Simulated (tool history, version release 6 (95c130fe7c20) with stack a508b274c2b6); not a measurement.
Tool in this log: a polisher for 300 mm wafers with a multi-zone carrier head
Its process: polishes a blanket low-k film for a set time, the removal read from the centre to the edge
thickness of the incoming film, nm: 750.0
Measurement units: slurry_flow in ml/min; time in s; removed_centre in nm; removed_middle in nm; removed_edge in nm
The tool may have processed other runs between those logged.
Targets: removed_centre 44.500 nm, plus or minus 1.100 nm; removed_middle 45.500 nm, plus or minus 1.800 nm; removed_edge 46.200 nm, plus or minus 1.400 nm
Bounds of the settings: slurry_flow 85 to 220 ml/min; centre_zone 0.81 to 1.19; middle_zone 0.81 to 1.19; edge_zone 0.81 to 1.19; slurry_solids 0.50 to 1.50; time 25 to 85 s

run	hour	slurry_flow	centre_zone	middle_zone	edge_zone	slurry_solids	time	removed_centre	removed_middle	removed_edge
1	0.0	140	1.00	1.00	1.00	1.00	55	34.475	34.709	34.917
2	2.6	145	1.00	1.01	1.02	1.05	55	35.765	35.781	36.482
3	4.4	115	1.00	1.01	1.02	1.05	55	34.650	34.911	35.392
4	7.8	85	1.00	1.01	1.02	1.05	55	32.201	32.272	34.588
5	9.6	85	0.92	1.01	1.02	1.05	55	29.503	33.296	34.077
6	12.9	85	0.92	0.93	1.02	1.05	55	29.506	30.907	34.708
7	19.4	95	0.93	0.95	1.04	1.10	55	31.646	32.407	36.012
8	23.6	105	0.93	0.96	1.06	1.15	55	33.164	34.440	37.341
9	26.5	105	0.93	0.96	1.06	1.15	55	33.273	34.752	37.218
10	35.1	115	0.93	0.96	1.08	1.20	55	34.347	35.811	38.771
11	36.0	125	0.94	0.97	1.09	1.20	55	35.420	36.740	39.751
12	39.7	165	1.02	1.07	1.13	1.25	55	41.227	42.350	42.036
13	46.3	170	1.02	1.07	1.14	1.25	55	41.139	43.701	41.814
14	54.1	175	1.02	1.06	1.15	1.25	55	41.524	43.823	42.674
15	56.7	180	1.02	1.05	1.16	1.25	55	41.400	42.237	43.284
16	60.8	185	1.02	1.05	1.16	1.25	55	41.852	42.598	43.759
17	61.7	190	1.02	1.05	1.16	1.25	55	42.496	42.812	42.925
18	63.1	185	1.02	1.05	1.18	1.30	55	42.818	43.762	43.583

Exactly one of the 4 candidate moves below puts every result within its allowed miss. Which one?
A	64.5	165	1.00	1.02	1.10	1.35	59	?	?	?
B	64.5	215	1.01	1.15	1.11	1.35	51	?	?	?
C	64.5	170	0.89	1.01	1.19	1.25	61	?	?	?
D	64.5	155	0.95	1.08	1.19	1.00	69	?	?	?

move	removed_centre	removed_middle	removed_edge
A	44.938	45.264	46.061
B	40.850	44.849	40.918
C	40.022	44.968	47.356
D	42.059	46.846	46.780
A: every result lands within tolerance
B: further off than the last run
C: the furthest-off result lands on target, but another misses its tolerance
D: the furthest-off result lands on target, but another misses its tolerance
The right move is A.
